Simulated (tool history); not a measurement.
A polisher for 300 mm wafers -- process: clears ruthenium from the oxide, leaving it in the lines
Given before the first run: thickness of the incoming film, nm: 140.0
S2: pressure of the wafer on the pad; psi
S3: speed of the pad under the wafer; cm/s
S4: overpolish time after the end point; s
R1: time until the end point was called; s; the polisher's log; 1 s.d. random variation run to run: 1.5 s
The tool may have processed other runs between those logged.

run 1 hour=0 | flow_of_slurry_(ml/min)=175 S2=1.8 S3=112 S4=23 | R1=149.21
run 2 hour=6.5 | flow_of_slurry_(ml/min)=175 S2=1.8 S3=100 S4=23 | R1=165.95
run 3 hour=7.1 | flow_of_slurry_(ml/min)=175 S2=1.4 S3=100 S4=23 | R1=214.41
run 4 hour=12.6 | flow_of_slurry_(ml/min)=175 S2=1.7 S3=100 S4=23 | R1=173.92
run 5 hour=15.7 | flow_of_slurry_(ml/min)=175 S2=1.7 S3=86 S4=23 | R1=208.96
run 6 hour=21.8 | flow_of_slurry_(ml/min)=155 S2=1.7 S3=86 S4=23 | R1=209.88
run 7 hour=29.3 | flow_of_slurry_(ml/min)=155 S2=1.9 S3=88 S4=23 | R1=182.95
run 8 hour=35.8 | flow_of_slurry_(ml/min)=155 S2=2.1 S3=88 S4=23 | R1=164.89
run 9 hour=43 | flow_of_slurry_(ml/min)=155 S2=2.2 S3=90 S4=23 | R1=152.7

What will run 10 give?
run 10 hour=44.7 | flow_of_slurry_(ml/min)=160 S2=2.7 S3=94 S4=23 | R1=?

R1: 123.77 s
